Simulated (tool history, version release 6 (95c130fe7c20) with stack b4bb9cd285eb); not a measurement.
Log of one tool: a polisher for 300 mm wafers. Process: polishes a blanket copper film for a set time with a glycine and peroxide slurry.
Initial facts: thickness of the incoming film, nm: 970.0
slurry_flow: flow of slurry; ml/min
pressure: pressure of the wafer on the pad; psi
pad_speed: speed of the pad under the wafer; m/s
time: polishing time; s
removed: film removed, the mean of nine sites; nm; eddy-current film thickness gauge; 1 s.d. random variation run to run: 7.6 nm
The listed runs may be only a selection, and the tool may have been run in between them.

run 1 hour=0.0 | slurry_flow=275 pressure=2.3 pad_speed=1.08 time=99 | removed=454.13
run 2 hour=6.2 | slurry_flow=225 pressure=2.3 pad_speed=1.08 time=99 | removed=448.55
run 3 hour=13.1 | slurry_flow=225 pressure=2.6 pad_speed=1.10 time=99 | removed=478.70
run 4 hour=20.0 | slurry_flow=225 pressure=2.9 pad_speed=1.14 time=99 | removed=525.46
run 5 hour=27.0 | slurry_flow=225 pressure=2.9 pad_speed=1.28 time=99 | removed=571.65
run 6 hour=35.4 | slurry_flow=225 pressure=2.9 pad_speed=1.28 time=99 | removed=585.12

For run 7, what comes out?
run 7 hour=38.6 | slurry_flow=225 pressure=3.0 pad_speed=1.28 time=99 | removed=?

Run 7 yielded removed 599.26 nm.
